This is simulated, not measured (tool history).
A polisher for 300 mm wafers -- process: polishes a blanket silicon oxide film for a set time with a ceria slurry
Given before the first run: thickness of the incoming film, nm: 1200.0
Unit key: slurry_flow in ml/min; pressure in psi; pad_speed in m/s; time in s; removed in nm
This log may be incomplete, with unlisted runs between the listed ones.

| run | day | slurry_flow | pressure | pad_speed | time | removed |
|---|---|---|---|---|---|---|
| 1 | 0.000 | 185 | 3.3 | 1.22 | 51 | 305.12 |
| 2 | 0.067 | 185 | 3.3 | 1.42 | 51 | 339.29 |
| 3 | 0.417 | 185 | 3.3 | 1.42 | 54 | 360.04 |
| 4 | 0.742 | 185 | 4.0 | 1.42 | 54 | 419.65 |
| 5 | 0.908 | 185 | 3.7 | 1.42 | 54 | 383.55 |
| 6 | 1.133 | 185 | 3.7 | 1.42 | 51 | 363.62 |
| 7 | 1.279 | 175 | 3.5 | 1.32 | 51 | 332.11 |
| 8 | 1.650 | 175 | 3.5 | 1.32 | 51 | 336.47 |
| 9 | 1.767 | 185 | 3.3 | 1.24 | 51 | 305.20 |
| 10 | 2.021 | 175 | 3.1 | 1.16 | 51 | 277.03 |
| 11 | 2.175 | 170 | 2.9 | 1.10 | 51 | 248.72 |

Run 12 comes next. What will it give?
| 12 | 2.346 | 165 | 2.8 | 1.06 | 51 | ? |

removed: 236.65 nm
